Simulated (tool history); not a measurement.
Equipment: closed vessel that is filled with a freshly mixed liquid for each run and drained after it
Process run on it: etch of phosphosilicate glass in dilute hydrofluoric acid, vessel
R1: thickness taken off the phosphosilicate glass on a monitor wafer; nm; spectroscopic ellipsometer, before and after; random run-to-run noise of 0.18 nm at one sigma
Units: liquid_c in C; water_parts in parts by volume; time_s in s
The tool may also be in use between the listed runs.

run 1 day=0.000 | liquid_c=25.0 water_parts=205 time_s=30 | R1=30.824
run 2 day=0.179 | liquid_c=23.5 water_parts=215 time_s=30 | R1=27.580
run 3 day=0.500 | liquid_c=25.0 water_parts=215 time_s=30 | R1=29.184
run 4 day=0.654 | liquid_c=25.0 water_parts=280 time_s=30 | R1=21.229
run 5 day=0.712 | liquid_c=25.0 water_parts=280 time_s=30 | R1=21.213
run 6 day=0.850 | liquid_c=24.5 water_parts=280 time_s=30 | R1=20.451
run 7 day=1.038 | liquid_c=24.0 water_parts=280 time_s=30 | R1=20.438

What does the tool deliver on the next run?
run 8 day=1.121 | liquid_c=23.5 water_parts=280 time_s=30 | R1=?

Run 8 yielded R1 19.819 nm.
